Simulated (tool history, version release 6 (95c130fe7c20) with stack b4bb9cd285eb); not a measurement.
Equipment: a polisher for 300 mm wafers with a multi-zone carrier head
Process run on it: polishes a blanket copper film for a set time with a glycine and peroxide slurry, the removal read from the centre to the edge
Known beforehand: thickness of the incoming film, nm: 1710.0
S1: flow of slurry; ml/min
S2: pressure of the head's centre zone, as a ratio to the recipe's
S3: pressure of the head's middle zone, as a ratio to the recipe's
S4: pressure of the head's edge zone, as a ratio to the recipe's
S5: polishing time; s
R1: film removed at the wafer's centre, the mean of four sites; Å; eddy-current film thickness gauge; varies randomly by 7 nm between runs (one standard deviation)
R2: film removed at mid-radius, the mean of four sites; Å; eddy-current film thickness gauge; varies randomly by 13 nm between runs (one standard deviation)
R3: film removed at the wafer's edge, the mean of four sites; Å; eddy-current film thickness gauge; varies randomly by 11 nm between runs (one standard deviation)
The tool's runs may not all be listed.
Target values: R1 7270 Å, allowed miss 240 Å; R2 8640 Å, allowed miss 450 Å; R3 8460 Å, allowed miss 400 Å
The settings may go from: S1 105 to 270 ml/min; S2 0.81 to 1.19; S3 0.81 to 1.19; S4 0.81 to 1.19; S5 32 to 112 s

run,day,S1,S2,S3,S4,S5,R1,R2,R3
1,0,175,1,1,1,72,5267.3,5297,5296.9
2,0.025,175,1,1.05,1,72,5229.6,5411.5,5246.5
3,0.367,175,1,1.05,0.95,72,5213.9,5466,5232.8
4,0.408,175,1,1.13,0.95,72,5333.2,5632.2,5119.7
5,0.704,175,0.98,1.12,0.96,76,5542.5,5839.4,5567.9
6,0.958,180,0.96,1.13,0.94,79,5636.8,6220.3,5641
7,1.317,195,0.92,1.19,1.04,99,6952.9,8224,7503.3
8,1.683,195,0.92,1.18,1.05,100,7055.2,8313.6,7879.9
9,1.85,195,0.92,1.18,1.06,100,6936.4,8223.8,7789.6
10,2.188,195,0.92,1.18,1.06,100,7076.2,8275.5,7677.5

Which of these 5 next moves meets every target?
A,2.525,240,0.98,1.1,1.1,106,?,?,?
B,2.525,150,0.95,1.19,0.99,105,?,?,?
C,2.525,245,0.89,1.15,1.16,104,?,?,?
D,2.525,250,0.94,1.19,0.97,99,?,?,?
E,2.525,255,0.86,1.19,0.94,101,?,?,?

move,R1,R2,R3
A,7969.5,8627,8366.2
B,7218.6,8501.9,7536.1
C,7298,8748,8437.1
D,7253,8546.4,7378.6
E,6945.8,8740.4,7432.3
A: brings the last run's worst result on target, with another outside its allowed miss
B: further off than the last run
C: every result lands within tolerance
D: further off than the last run
E: further off than the last run
C is the move that brings every result within its allowed miss.

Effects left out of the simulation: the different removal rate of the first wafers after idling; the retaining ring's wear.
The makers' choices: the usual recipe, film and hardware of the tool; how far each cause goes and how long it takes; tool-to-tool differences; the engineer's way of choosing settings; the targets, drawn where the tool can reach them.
